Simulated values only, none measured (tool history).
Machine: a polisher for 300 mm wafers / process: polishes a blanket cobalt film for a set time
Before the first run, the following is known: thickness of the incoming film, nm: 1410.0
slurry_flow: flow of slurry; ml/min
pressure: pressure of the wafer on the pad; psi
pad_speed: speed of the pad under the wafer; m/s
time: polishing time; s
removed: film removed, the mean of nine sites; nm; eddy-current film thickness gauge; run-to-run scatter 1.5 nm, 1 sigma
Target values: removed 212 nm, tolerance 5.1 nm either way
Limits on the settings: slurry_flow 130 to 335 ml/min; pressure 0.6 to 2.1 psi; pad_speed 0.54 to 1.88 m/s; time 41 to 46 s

| run | hour | slurry_flow | pressure | pad_speed | time | removed |
|---|---|---|---|---|---|---|
| 1 | 0 | 215 | 1.3 | 1.2 | 46 | 151.65 |
| 2 | 8.6 | 220 | 1.4 | 1.2 | 46 | 157.42 |
| 3 | 10 | 220 | 1.1 | 1.2 | 46 | 132.13 |
| 4 | 12.5 | 220 | 1.1 | 1.2 | 41 | 117.83 |
| 5 | 15.3 | 220 | 1.1 | 1.2 | 46 | 131.51 |
| 6 | 23.1 | 195 | 1.1 | 1.2 | 46 | 130.68 |
| 7 | 27 | 195 | 1.2 | 1.2 | 46 | 136.89 |
| 8 | 32.8 | 205 | 1.3 | 1.2 | 46 | 148.3 |
| 9 | 40.4 | 205 | 1.4 | 1.2 | 46 | 155.24 |
| 10 | 41 | 245 | 1.8 | 1.22 | 46 | 197.6 |
| 11 | 41.6 | 245 | 1.9 | 1.22 | 46 | 205.72 |

Which one of the following 5 next-run settings gets every result inside its allowed miss? There is exactly one.
| A | 42.2 | 295 | 2 | 1.4 | 41 | ? |
| B | 42.2 | 235 | 2 | 1.3 | 42 | ? |
| C | 42.2 | 235 | 1.9 | 1.14 | 45 | ? |
| D | 42.2 | 225 | 1.7 | 1.48 | 44 | ? |
| E | 42.2 | 270 | 1.9 | 1.28 | 43 | ? |

| move | removed |
|---|---|
| A | 211.82 |
| B | 202.08 |
| C | 191.95 |
| D | 200.95 |
| E | 199.79 |
A: hits every target within its allowed miss
B: lands further from the targets than the last run did
C: lands further from the targets than the last run did
D: lands further from the targets than the last run did
E: lands further from the targets than the last run did
Move A is the one to make.
